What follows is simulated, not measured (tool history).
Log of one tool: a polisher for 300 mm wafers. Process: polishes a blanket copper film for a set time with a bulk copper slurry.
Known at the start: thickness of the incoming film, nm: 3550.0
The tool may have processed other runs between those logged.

| run | day | flow of slurry (ml/min) | pressure of the wafer on the pad (psi) | speed of the pad under the wafer (cm/s) | abrasive content of the slurry | polishing time (s) | film removed (angstrom) |
|---|---|---|---|---|---|---|---|
| 1 | 0 | 220 | 2 | 116 | 1 | 25 | 2113.6 |
| 2 | 0.271 | 220 | 2.1 | 116 | 1 | 25 | 2204.1 |
| 3 | 0.608 | 220 | 2.3 | 116 | 1 | 25 | 2290.7 |
| 4 | 0.962 | 220 | 2.3 | 116 | 0.85 | 25 | 2176.9 |
| 5 | 1.154 | 240 | 2.3 | 116 | 0.85 | 25 | 2228.2 |
| 6 | 1.196 | 240 | 2.4 | 116 | 0.85 | 25 | 2287.4 |

What does the tool deliver on the next run?
| 7 | 1.479 | 240 | 2.5 | 116 | 0.85 | 25 | ? |

For run 7 the tool returned film removed (angstrom) 2323.5.

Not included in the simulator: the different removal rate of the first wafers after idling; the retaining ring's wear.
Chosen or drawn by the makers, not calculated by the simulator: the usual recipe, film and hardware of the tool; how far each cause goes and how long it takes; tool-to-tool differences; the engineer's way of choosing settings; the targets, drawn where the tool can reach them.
